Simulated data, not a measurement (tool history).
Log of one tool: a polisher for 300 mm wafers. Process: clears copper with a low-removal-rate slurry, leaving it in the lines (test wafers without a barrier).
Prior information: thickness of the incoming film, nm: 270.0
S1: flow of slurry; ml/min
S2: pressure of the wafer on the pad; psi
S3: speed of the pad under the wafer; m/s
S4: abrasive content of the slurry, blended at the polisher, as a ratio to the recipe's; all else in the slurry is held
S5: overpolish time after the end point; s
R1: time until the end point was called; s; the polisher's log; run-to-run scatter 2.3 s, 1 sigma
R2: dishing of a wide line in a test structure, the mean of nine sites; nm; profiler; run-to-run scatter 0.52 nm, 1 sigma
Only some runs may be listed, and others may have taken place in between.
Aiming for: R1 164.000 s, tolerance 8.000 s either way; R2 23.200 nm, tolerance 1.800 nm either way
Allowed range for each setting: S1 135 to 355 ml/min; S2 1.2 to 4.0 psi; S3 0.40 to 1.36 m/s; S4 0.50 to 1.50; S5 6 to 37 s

run,hour,S1,S2,S3,S4,S5,R1,R2
1,0.0,225,2.6,0.88,1.00,19,99.330,33.259
2,3.8,225,2.6,1.02,1.00,19,84.670,36.275
3,12.1,225,3.0,1.02,1.00,19,75.900,41.395
4,20.3,225,2.8,1.00,1.00,19,82.493,38.608
5,26.4,225,2.8,1.22,1.00,19,69.115,45.594
6,27.7,225,2.8,1.02,1.00,19,78.719,39.141
7,31.4,225,2.6,1.00,1.00,19,87.518,36.533
8,39.2,225,2.4,0.98,1.00,19,93.812,34.266
9,48.2,225,2.3,0.96,1.00,19,101.590,32.400
10,53.8,225,2.2,0.94,1.00,19,106.480,30.155
11,62.1,225,2.1,0.92,1.00,19,115.450,28.171
12,66.5,225,2.0,0.92,1.00,19,119.040,27.283
13,68.3,225,1.9,0.92,1.00,19,125.380,26.847
14,69.3,225,1.8,0.92,1.00,19,127.800,24.419

Which of these 5 next moves meets every target?
A,70.3,215,1.9,0.86,0.90,18,?,?
B,70.3,235,1.3,0.96,1.10,22,?,?
C,70.3,250,1.8,0.82,0.90,20,?,?
D,70.3,305,2.1,1.04,0.75,14,?,?
E,70.3,220,1.4,0.78,1.00,24,?,?

move,R1,R2
A,138.060,23.348
B,164.060,23.575
C,149.730,23.800
D,105.930,23.707
E,193.370,22.122
A: nearer than the last run, and not there yet
B: all results in spec
C: nearer than the last run, and not there yet
D: moves away from the targets compared with the last run
E: takes the biggest miss from the last run beyond its target
Correct choice: B, which meets every target
